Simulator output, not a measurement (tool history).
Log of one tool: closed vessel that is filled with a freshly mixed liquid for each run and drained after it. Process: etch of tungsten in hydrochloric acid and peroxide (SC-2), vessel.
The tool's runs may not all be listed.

run,day,temperature setpoint of the liquid (°C),parts of water to one part each of 37 % hydrochloric acid and 30 % peroxide (parts by volume),time in the liquid (s),thickness taken off the tungsten on a monitor wafer (nm)
1,0.000,46.0,6.5,165,20.927
2,0.304,47.5,6.5,165,23.370
3,0.496,54.5,6.5,165,36.306
4,0.650,55.0,6.5,165,38.597
5,0.762,55.5,6.5,165,39.563
6,0.979,55.5,6.5,125,29.921

The next listed run, before its measurement:
7,1.133,56.5,6.5,125,?

{"run 7": {"thickness taken off the tungsten on a monitor wafer (nm)": 31.59}}
